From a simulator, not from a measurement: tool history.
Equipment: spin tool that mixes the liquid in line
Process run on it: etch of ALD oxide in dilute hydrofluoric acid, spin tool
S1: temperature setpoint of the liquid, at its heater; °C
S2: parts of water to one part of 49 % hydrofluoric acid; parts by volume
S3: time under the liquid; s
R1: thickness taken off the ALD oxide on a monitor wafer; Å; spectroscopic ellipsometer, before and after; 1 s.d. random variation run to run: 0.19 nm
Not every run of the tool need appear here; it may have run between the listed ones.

run	day	S1	S2	S3	R1
1	0	25	295	325	239.1
2	0.125	26.5	265	325	289.91
3	0.462	27.5	240	325	339.78
4	0.792	30.5	240	325	376.67
5	0.921	31	220	325	429.59
6	1.196	31.5	210	325	460.65
7	1.525	32	200	325	497.1
8	1.704	32	195	325	513.5

The next listed run, before its measurement:
9	1.842	32	190	325	?

{"run 9": {"R1": 533.35}}
